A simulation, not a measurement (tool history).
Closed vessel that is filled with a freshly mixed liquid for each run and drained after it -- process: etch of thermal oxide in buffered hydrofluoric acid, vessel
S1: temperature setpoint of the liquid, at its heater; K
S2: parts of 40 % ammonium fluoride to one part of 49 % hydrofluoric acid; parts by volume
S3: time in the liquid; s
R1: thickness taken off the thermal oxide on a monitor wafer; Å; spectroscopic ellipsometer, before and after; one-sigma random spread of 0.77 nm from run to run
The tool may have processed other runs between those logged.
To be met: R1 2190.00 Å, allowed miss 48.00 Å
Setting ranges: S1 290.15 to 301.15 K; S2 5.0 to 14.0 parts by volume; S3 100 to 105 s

| run | hour | S1 | S2 | S3 | R1 |
|---|---|---|---|---|---|
| 1 | 0.0 | 293.15 | 8.5 | 100 | 931.59 |
| 2 | 2.1 | 293.15 | 8.5 | 105 | 974.52 |
| 3 | 6.5 | 293.15 | 7.5 | 105 | 1117.70 |
| 4 | 15.7 | 293.15 | 5.0 | 105 | 1608.30 |
| 5 | 19.2 | 294.65 | 5.0 | 105 | 1745.20 |
| 6 | 22.8 | 294.65 | 5.0 | 100 | 1665.50 |
| 7 | 31.1 | 295.65 | 5.0 | 100 | 1766.30 |
| 8 | 38.0 | 295.65 | 5.0 | 100 | 1755.00 |
| 9 | 46.9 | 296.65 | 5.0 | 100 | 1859.20 |
| 10 | 53.8 | 297.65 | 5.0 | 100 | 1968.30 |
| 11 | 59.6 | 298.15 | 5.0 | 100 | 2029.80 |

Which one of the following 4 next-run settings gets every result inside its allowed miss? There is exactly one.
| A | 65.4 | 298.65 | 5.0 | 105 | ? |
| B | 65.4 | 297.15 | 5.0 | 100 | ? |
| C | 65.4 | 299.65 | 5.0 | 105 | ? |
| D | 65.4 | 301.15 | 5.5 | 105 | ? |

| move | R1 |
|---|---|
| A | 2182.50 |
| B | 1916.60 |
| C | 2302.80 |
| D | 2301.40 |
A: every result within its allowed miss
B: lands further from the targets than the last run did
C: takes the biggest miss from the last run beyond its target
D: takes the biggest miss from the last run beyond its target
Move A is the one to make.
